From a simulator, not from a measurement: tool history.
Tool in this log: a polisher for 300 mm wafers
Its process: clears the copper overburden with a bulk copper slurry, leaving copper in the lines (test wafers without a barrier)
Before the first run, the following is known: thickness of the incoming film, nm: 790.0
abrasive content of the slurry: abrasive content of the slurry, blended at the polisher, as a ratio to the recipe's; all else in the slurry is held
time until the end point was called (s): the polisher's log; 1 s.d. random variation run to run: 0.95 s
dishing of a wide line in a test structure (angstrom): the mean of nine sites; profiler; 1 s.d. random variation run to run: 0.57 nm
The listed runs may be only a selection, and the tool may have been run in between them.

run,day,flow of slurry (ml/min),pressure of the wafer on the pad (kPa),speed of the pad under the wafer (m/s),abrasive content of the slurry,overpolish time after the end point (s),time until the end point was called (s),dishing of a wide line in a test structure (angstrom)
1,0,225,18.6,1.24,1,13,65.802,597.46
2,0.071,225,18.6,1.24,1,10,67.726,529.08
3,0.362,225,19.3,1.34,1,8,62.975,502.18
4,0.4,225,15.2,1.34,1,8,77.175,413.46
5,0.458,225,13.1,1.34,1,8,88.58,384.28
6,0.825,275,13.1,1.34,1,8,87.168,385.06
7,1.058,275,17.9,1.46,1,5,62.156,364.55
8,1.171,255,19.3,1.44,1,5,58.795,380.53
9,1.462,240,20.7,1.42,1,5,53.973,392.91

Predict the results of run 10:
10,1.729,235,22.1,1.38,1,6,?,?

Logged for run 10: time until the end point was called (s) 52.337, dishing of a wide line in a test structure (angstrom) 472.93.
